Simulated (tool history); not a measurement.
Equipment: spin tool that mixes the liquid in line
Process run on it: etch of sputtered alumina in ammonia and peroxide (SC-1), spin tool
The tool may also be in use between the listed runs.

| run | day | temperature setpoint of the liquid (C) | parts of 29 % ammonia solution to one part of 30 % peroxide (parts by volume) | time under the liquid (s) | thickness taken off the sputtered alumina on a monitor wafer (Å) |
|---|---|---|---|---|---|
| 1 | 0 | 48 | 0.4 | 285 | 148.46 |
| 2 | 0.304 | 48 | 0.45 | 285 | 151.34 |
| 3 | 0.371 | 43.5 | 0.45 | 285 | 116.59 |
| 4 | 0.475 | 46.5 | 0.45 | 285 | 138.26 |
| 5 | 0.704 | 46.5 | 0.55 | 285 | 140.61 |
| 6 | 0.821 | 46.5 | 0.4 | 285 | 136.39 |
|  | 1.021 | heated supply line repaired |
| 7 | 1.021 | 49 | 0.4 | 285 | 173.31 |
| 8 | 1.142 | 50 | 0.4 | 285 | 184.53 |

Run 9 comes next. What will it give?
| 9 | 1.346 | 51 | 0.4 | 285 | ? |

thickness taken off the sputtered alumina on a monitor wafer (Å): 193.5

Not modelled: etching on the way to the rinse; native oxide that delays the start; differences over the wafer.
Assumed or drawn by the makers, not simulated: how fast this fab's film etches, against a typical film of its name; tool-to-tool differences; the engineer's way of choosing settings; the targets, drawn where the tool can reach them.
